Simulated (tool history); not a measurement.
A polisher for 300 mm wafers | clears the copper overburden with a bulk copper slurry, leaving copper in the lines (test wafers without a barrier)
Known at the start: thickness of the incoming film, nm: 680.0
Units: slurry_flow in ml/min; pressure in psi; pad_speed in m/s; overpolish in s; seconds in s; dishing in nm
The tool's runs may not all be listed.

Run 1, day 0.000: slurry_flow 195 ml/min, pressure 2.4 psi, pad_speed 1.42 m/s, slurry_solids 1.0, overpolish 12 s. Result: seconds 66.280 s, dishing 45.467 nm.
Run 2, day 0.250: slurry_flow 195 ml/min, pressure 2.5 psi, pad_speed 1.42 m/s, slurry_solids 1.0, overpolish 12 s. Result: seconds 64.402 s, dishing 46.764 nm.
Run 3, day 0.421: slurry_flow 195 ml/min, pressure 2.6 psi, pad_speed 1.42 m/s, slurry_solids 1.0, overpolish 11 s. Result: seconds 63.611 s, dishing 44.709 nm.
Run 4, day 0.638: slurry_flow 195 ml/min, pressure 2.6 psi, pad_speed 1.22 m/s, slurry_solids 1.0, overpolish 11 s. Result: seconds 74.046 s, dishing 42.315 nm.
At day 0.950: slurry blender recalibrated.
Run 5, day 0.950: slurry_flow 240 ml/min, pressure 2.6 psi, pad_speed 1.22 m/s, slurry_solids 1.0, overpolish 11 s. Result: seconds 66.671 s, dishing 45.317 nm.
Run 6, day 1.208: slurry_flow 260 ml/min, pressure 2.6 psi, pad_speed 1.22 m/s, slurry_solids 1.0, overpolish 11 s. Result: seconds 65.287 s, dishing 43.675 nm.

The next listed run, before its measurement:
Run 7, day 1.262: slurry_flow 265 ml/min, pressure 2.7 psi, pad_speed 1.22 m/s, slurry_solids 1.0, overpolish 11 s. Result: seconds ?, dishing ?.

{"run 7": {"seconds": 65.086, "dishing": 44.624}}

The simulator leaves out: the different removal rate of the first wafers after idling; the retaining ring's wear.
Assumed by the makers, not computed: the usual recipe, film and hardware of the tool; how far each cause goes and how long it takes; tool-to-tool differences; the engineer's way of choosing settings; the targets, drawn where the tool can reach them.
